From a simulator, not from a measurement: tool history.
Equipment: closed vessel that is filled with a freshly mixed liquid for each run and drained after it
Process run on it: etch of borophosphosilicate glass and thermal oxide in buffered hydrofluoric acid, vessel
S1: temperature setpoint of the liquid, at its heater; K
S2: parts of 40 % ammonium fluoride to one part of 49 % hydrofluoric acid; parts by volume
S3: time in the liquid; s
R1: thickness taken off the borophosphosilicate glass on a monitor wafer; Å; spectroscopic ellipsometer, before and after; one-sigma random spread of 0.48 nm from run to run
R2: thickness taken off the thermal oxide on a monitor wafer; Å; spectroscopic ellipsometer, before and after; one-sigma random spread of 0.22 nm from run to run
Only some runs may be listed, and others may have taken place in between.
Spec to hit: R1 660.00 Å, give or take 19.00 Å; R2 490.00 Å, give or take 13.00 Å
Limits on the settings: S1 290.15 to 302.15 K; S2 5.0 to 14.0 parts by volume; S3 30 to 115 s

Run 1, hour 0.0: S1 294.15 K, S2 8.5 parts by volume, S3 60 s. Result: R1 801.93 Å, R2 606.39 Å.
Run 2, hour 4.1: S1 293.15 K, S2 8.5 parts by volume, S3 60 s. Result: R1 777.94 Å, R2 566.98 Å.
Run 3, hour 13.0: S1 293.15 K, S2 8.5 parts by volume, S3 35 s. Result: R1 440.65 Å, R2 329.68 Å.
Run 4, hour 15.7: S1 294.65 K, S2 8.5 parts by volume, S3 35 s. Result: R1 489.61 Å, R2 357.57 Å.
Run 5, hour 19.8: S1 294.65 K, S2 8.5 parts by volume, S3 60 s. Result: R1 832.90 Å, R2 616.45 Å.
Run 6, hour 21.5: S1 294.65 K, S2 7.5 parts by volume, S3 60 s. Result: R1 951.07 Å, R2 703.49 Å.
At hour 25.0: hydrofluoric acid flow meter replaced.
Run 7, hour 25.0: S1 293.65 K, S2 7.5 parts by volume, S3 60 s. Result: R1 963.67 Å, R2 714.41 Å.
Run 8, hour 31.6: S1 290.15 K, S2 10.5 parts by volume, S3 60 s. Result: R1 576.60 Å, R2 425.91 Å.
Run 9, hour 37.0: S1 291.15 K, S2 10.5 parts by volume, S3 60 s. Result: R1 621.01 Å, R2 457.66 Å.
Run 10, hour 40.8: S1 291.65 K, S2 10.5 parts by volume, S3 60 s. Result: R1 622.07 Å, R2 466.29 Å.
Run 11, hour 47.6: S1 291.65 K, S2 10.5 parts by volume, S3 60 s. Result: R1 623.75 Å, R2 463.52 Å.

4 candidate next runs follow, results not yet known. Just one meets every target within its allowed miss. Identify it.
Run A, hour 54.4: S1 290.65 K, S2 6.0 parts by volume, S3 35 s. Result: R1 ?, R2 ?.
Run B, hour 54.4: S1 293.15 K, S2 11.5 parts by volume, S3 60 s. Result: R1 ?, R2 ?.
Run C, hour 54.4: S1 290.65 K, S2 10.5 parts by volume, S3 70 s. Result: R1 ?, R2 ?.
Run D, hour 54.4: S1 292.15 K, S2 9.0 parts by volume, S3 55 s. Result: R1 ?, R2 ?.

move      R1      R2
   A  588.50  433.15
   B  625.05  465.18
   C  693.79  515.01
   D  665.27  493.68
A: lands further from the targets than the last run did
B: closer than the last run, but not yet in spec
C: carries the result that was furthest off beyond its target, to the other side
D: in spec on every target
So the answer is move D, the one that meets all the targets.
